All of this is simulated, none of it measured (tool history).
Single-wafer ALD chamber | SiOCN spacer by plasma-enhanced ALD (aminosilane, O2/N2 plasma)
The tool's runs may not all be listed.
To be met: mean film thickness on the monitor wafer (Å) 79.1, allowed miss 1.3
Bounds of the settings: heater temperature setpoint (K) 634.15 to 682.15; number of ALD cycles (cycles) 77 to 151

run  hour  heater temperature setpoint (K)  number of ALD cycles (cycles)  mean film thickness on the monitor wafer (Å)
  1     0                           658.15                            114                                        69.569
  2   9.2                           658.15                            105                                        64.522
  3  13.6                           651.15                            105                                        64.008
  4  20.3                           651.15                            108                                         66.16
  5  27.5                           651.15                            111                                        67.846
  6  29.1                           651.15                            113                                        69.096
  7  32.5                           651.15                            115                                        70.586
  8  40.2                           651.15                            117                                        71.494

Which of these 5 next moves meets every target?
  A  47.9                           646.15                            105                                             ?
  B  47.9                           653.15                            123                                             ?
  C  47.9                           650.15                            124                                             ?
  D  47.9                           655.15                            129                                             ?
  E  47.9                           648.15                            124                                             ?

move  mean film thickness on the monitor wafer (Å)
   A                                        63.934
   B                                        74.894
   C                                        75.503
   D                                        78.548
   E                                        75.503
A: further off than the last run
B: nearer than the last run, and not there yet
C: nearer than the last run, and not there yet
D: meets every target
E: nearer than the last run, and not there yet
Move D is the one to make.
